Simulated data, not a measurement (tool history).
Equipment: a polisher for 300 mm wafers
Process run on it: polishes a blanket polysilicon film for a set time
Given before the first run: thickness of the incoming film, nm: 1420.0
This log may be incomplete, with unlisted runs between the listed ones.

run    day  flow of slurry (ml/min)  pressure of the wafer on the pad (kPa)  speed of the pad under the wafer (cm/s)  polishing time (s)  film removed (nm)
  1      0                      270                                    17.9                                       76                  49             306.66
  2  0.371                      270                                    14.5                                       76                  49             250.18
  3  0.708                      220                                    14.5                                       76                  49             243.98
  4  0.992                      220                                    14.5                                       84                  49             268.41
  5    1.3                      220                                    14.5                                       76                  49             245.47
  6  1.367                      220                                    17.2                                       76                  49             289.42
  7  1.488                      220                                    16.5                                       76                  49             278.49
     1.725  -- head pressure recalibrated
  8  1.725                      215                                    13.1                                       76                  49             195.62
  9  1.912                      230                                    13.1                                       76                  49             203.26
 10  2.071                      235                                    13.1                                       76                  49             203.55
 11  2.338                      245                                    15.9                                       76                  49             246.71

For run 12, what comes out?
 12  2.646                      250                                    15.9                                       76                  49                  ?

Run 12 yielded film removed (nm) 249.71.
